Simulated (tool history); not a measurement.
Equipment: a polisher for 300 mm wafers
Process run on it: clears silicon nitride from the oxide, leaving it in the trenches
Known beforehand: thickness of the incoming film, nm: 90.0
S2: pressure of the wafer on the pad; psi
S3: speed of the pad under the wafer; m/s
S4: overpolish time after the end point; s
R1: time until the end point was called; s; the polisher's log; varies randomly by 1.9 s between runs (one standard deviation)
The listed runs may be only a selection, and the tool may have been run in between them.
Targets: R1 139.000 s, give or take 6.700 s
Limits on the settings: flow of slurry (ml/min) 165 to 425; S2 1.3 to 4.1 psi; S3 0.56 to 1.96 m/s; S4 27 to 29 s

{"run": 1, "day": 0.0, "flow of slurry (ml/min)": 275, "S2": 2.7, "S3": 1.26, "S4": 27, "R1": 69.453}
{"run": 2, "day": 0.358, "flow of slurry (ml/min)": 305, "S2": 2.7, "S3": 1.26, "S4": 27, "R1": 68.517}
{"run": 3, "day": 0.588, "flow of slurry (ml/min)": 305, "S2": 2.7, "S3": 1.26, "S4": 27, "R1": 67.37}
{"run": 4, "day": 0.704, "flow of slurry (ml/min)": 300, "S2": 2.5, "S3": 1.24, "S4": 27, "R1": 74.015}
{"run": 5, "day": 1.05, "flow of slurry (ml/min)": 300, "S2": 2.4, "S3": 1.2, "S4": 27, "R1": 79.181}
{"run": 6, "day": 1.129, "flow of slurry (ml/min)": 235, "S2": 2.4, "S3": 1.2, "S4": 27, "R1": 81.153}
{"run": 7, "day": 1.496, "flow of slurry (ml/min)": 235, "S2": 2.3, "S3": 1.18, "S4": 27, "R1": 84.884}
{"run": 8, "day": 1.629, "flow of slurry (ml/min)": 235, "S2": 2.3, "S3": 1.18, "S4": 27, "R1": 85.931}
{"run": 9, "day": 1.692, "flow of slurry (ml/min)": 235, "S2": 2.2, "S3": 1.16, "S4": 27, "R1": 88.156}
{"run": 10, "day": 1.858, "flow of slurry (ml/min)": 235, "S2": 2.1, "S3": 1.12, "S4": 27, "R1": 92.791}
{"run": 11, "day": 1.888, "flow of slurry (ml/min)": 235, "S2": 2.0, "S3": 1.08, "S4": 27, "R1": 102.26}

Which of these 4 next moves meets every target?
{"run": "A", "day": 1.917, "flow of slurry (ml/min)": 215, "S2": 2.2, "S3": 0.66, "S4": 29, "R1": "?"}
{"run": "B", "day": 1.917, "flow of slurry (ml/min)": 230, "S2": 2.3, "S3": 0.7, "S4": 29, "R1": "?"}
{"run": "C", "day": 1.917, "flow of slurry (ml/min)": 225, "S2": 2.1, "S3": 0.88, "S4": 29, "R1": "?"}
{"run": "D", "day": 1.917, "flow of slurry (ml/min)": 205, "S2": 1.3, "S3": 0.96, "S4": 29, "R1": "?"}

move=A R1=154.470
move=B R1=140.200
move=C R1=120.930
move=D R1=156.240
A: pushes the last run's worst result past its target
B: all results in spec
C: nearer the targets than the last run, but a result is still out of spec
D: pushes the last run's worst result past its target
The move that meets every target is B.
